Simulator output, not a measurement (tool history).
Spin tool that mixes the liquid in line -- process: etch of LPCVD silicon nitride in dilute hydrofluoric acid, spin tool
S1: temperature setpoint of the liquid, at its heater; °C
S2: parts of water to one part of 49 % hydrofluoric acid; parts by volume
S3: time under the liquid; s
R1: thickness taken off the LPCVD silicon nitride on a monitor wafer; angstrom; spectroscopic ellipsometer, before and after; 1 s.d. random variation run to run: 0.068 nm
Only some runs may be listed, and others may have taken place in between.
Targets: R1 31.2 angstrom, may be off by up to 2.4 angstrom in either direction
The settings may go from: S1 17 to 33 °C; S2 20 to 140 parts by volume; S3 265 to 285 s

| run | hour | S1 | S2 | S3 | R1 |
|---|---|---|---|---|---|
| 1 | 0 | 25 | 75 | 265 | 21.445 |
| 2 | 5.4 | 26.5 | 75 | 265 | 23.798 |
| 3 | 6.8 | 26.5 | 75 | 265 | 25.018 |
| 4 | 15.5 | 26.5 | 85 | 265 | 21.926 |
| 5 | 18.8 | 27.5 | 85 | 265 | 22.672 |
| 6 | 25.9 | 27.5 | 85 | 265 | 23.459 |
| 7 | 32.2 | 28.5 | 85 | 265 | 24.561 |
| 8 | 33.6 | 29.5 | 85 | 265 | 25.822 |

Consider the 4 candidate settings below. Which is the only one whose results all fall within their allowed miss of target?
| A | 35 | 31 | 85 | 285 | ? |
| B | 35 | 32.5 | 75 | 270 | ? |
| C | 35 | 33 | 70 | 270 | ? |
| D | 35 | 30.5 | 65 | 285 | ? |

| move | R1 |
|---|---|
| A | 30.041 |
| B | 35.451 |
| C | 39.199 |
| D | 38.039 |
A: all results land within tolerance of their targets
B: carries the result that was furthest off beyond its target, to the other side
C: carries the result that was furthest off beyond its target, to the other side
D: carries the result that was furthest off beyond its target, to the other side
The move that meets every target is A.
